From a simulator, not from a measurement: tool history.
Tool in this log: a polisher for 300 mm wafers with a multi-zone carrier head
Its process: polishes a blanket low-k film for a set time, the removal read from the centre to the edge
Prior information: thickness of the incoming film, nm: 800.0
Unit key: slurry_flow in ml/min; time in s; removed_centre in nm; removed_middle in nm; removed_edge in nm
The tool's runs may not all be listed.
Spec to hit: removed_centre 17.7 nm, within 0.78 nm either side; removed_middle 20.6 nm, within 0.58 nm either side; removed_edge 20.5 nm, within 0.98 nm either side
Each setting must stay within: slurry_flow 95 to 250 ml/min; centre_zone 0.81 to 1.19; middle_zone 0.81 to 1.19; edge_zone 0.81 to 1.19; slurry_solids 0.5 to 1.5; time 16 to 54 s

{"run": 1, "hour": 0.0, "slurry_flow": 160, "centre_zone": 1, "middle_zone": 1, "edge_zone": 1, "slurry_solids": 1, "time": 35, "removed_centre": 13.695, "removed_middle": 13.326, "removed_edge": 13.042}
{"run": 2, "hour": 1.6, "slurry_flow": 160, "centre_zone": 1, "middle_zone": 1, "edge_zone": 1, "slurry_solids": 1, "time": 39, "removed_centre": 15.161, "removed_middle": 14.95, "removed_edge": 14.418}
{"run": 3, "hour": 3.0, "slurry_flow": 165, "centre_zone": 0.99, "middle_zone": 1.01, "edge_zone": 1.02, "slurry_solids": 1.05, "time": 39, "removed_centre": 15.676, "removed_middle": 15.472, "removed_edge": 15.063}
{"run": 4, "hour": 6.3, "slurry_flow": 170, "centre_zone": 0.97, "middle_zone": 1.02, "edge_zone": 1.04, "slurry_solids": 1.1, "time": 39, "removed_centre": 15.423, "removed_middle": 16.357, "removed_edge": 15.449}
{"run": 5, "hour": 7.8, "slurry_flow": 170, "centre_zone": 0.97, "middle_zone": 1.02, "edge_zone": 1.04, "slurry_solids": 1.1, "time": 45, "removed_centre": 17.621, "removed_middle": 18.817, "removed_edge": 18.121}
{"run": 6, "hour": 16.4, "slurry_flow": 175, "centre_zone": 0.96, "middle_zone": 1.02, "edge_zone": 1.06, "slurry_solids": 1.1, "time": 45, "removed_centre": 17.736, "removed_middle": 18.927, "removed_edge": 18.482}
{"run": 7, "hour": 23.2, "slurry_flow": 180, "centre_zone": 0.95, "middle_zone": 1.02, "edge_zone": 1.07, "slurry_solids": 1.1, "time": 45, "removed_centre": 18.003, "removed_middle": 19.072, "removed_edge": 18.229}
{"run": 8, "hour": 26.1, "slurry_flow": 175, "centre_zone": 0.95, "middle_zone": 1.02, "edge_zone": 1.08, "slurry_solids": 1.15, "time": 45, "removed_centre": 17.902, "removed_middle": 19.379, "removed_edge": 18.443}

5 candidate next runs follow, results not yet known. Just one meets every target within its allowed miss. Identify it.
{"run": "A", "hour": 29.0, "slurry_flow": 230, "centre_zone": 0.91, "middle_zone": 0.97, "edge_zone": 1.12, "slurry_solids": 1.05, "time": 46, "removed_centre": "?", "removed_middle": "?", "removed_edge": "?"}
{"run": "B", "hour": 29.0, "slurry_flow": 240, "centre_zone": 1.04, "middle_zone": 1.18, "edge_zone": 1.04, "slurry_solids": 1.5, "time": 34, "removed_centre": "?", "removed_middle": "?", "removed_edge": "?"}
{"run": "C", "hour": 29.0, "slurry_flow": 160, "centre_zone": 0.85, "middle_zone": 0.99, "edge_zone": 1.05, "slurry_solids": 1.25, "time": 49, "removed_centre": "?", "removed_middle": "?", "removed_edge": "?"}
{"run": "D", "hour": 29.0, "slurry_flow": 145, "centre_zone": 0.89, "middle_zone": 0.93, "edge_zone": 1.09, "slurry_solids": 1.05, "time": 51, "removed_centre": "?", "removed_middle": "?", "removed_edge": "?"}
{"run": "E", "hour": 29.0, "slurry_flow": 160, "centre_zone": 1, "middle_zone": 1.04, "edge_zone": 1.07, "slurry_solids": 0.9, "time": 47, "removed_centre": "?", "removed_middle": "?", "removed_edge": "?"}

move=A removed_centre=17.159 removed_middle=18.99 removed_edge=19.448
move=B removed_centre=17.134 removed_middle=19.39 removed_edge=16.256
move=C removed_centre=17.379 removed_middle=21.099 removed_edge=20.884
move=D removed_centre=17.025 removed_middle=18.826 removed_edge=20.091
move=E removed_centre=16.608 removed_middle=17.788 removed_edge=17.083
A: further off than the last run
B: further off than the last run
C: in spec on every target
D: further off than the last run
E: further off than the last run
Correct choice: C, which meets every target
